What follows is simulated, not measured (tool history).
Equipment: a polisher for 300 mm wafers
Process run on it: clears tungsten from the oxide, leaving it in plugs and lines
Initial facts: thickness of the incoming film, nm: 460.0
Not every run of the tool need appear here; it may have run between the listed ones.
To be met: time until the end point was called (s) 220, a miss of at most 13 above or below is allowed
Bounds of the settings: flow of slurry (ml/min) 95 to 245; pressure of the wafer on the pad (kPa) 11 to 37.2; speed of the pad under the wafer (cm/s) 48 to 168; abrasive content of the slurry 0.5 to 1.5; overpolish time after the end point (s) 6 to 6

run	day	flow of slurry (ml/min)	pressure of the wafer on the pad (kPa)	speed of the pad under the wafer (cm/s)	abrasive content of the slurry	overpolish time after the end point (s)	time until the end point was called (s)
1	0	155	24.1	108	1	6	85.223
2	0.079	155	29	108	1	6	72.283
3	0.196	155	29	118	1	6	66.342
4	0.225	155	23.4	118	1	6	77.976
5	0.358	155	21.4	108	1	6	97.764
6	0.629	155	20	102	1	6	110.19
7	0.796	155	18.6	98	1	6	120.82
8	0.867	155	17.2	94	1	6	137.35
9	0.9	155	16.5	92	1	6	144.59
10	1.262	155	15.9	90	1	6	154.58
11	1.521	155	15.2	88	1	6	164.05
12	1.658	150	11	74	1	6	264.85
13	1.688	155	11	74	1	6	258.62
14	1.929	155	11.7	74	1	6	244.35

Exercise: of the 4 proposed moves below, exactly one satisfies all targets within the stated allowed misses. Which move is it?
A	2.171	95	11.7	96	0.8	6	?
B	2.171	135	13.1	60	1.05	6	?
C	2.171	170	11.7	62	0.8	6	?
D	2.171	145	15.9	68	1.15	6	?

move	time until the end point was called (s)
A	213.66
B	265.8
C	297.84
D	190.21
A: each result inside its tolerance
B: its largest miss is bigger than the last run's
C: its largest miss is bigger than the last run's
D: carries the result that was furthest off beyond its target, to the other side
A is the move that brings every result within its allowed miss.
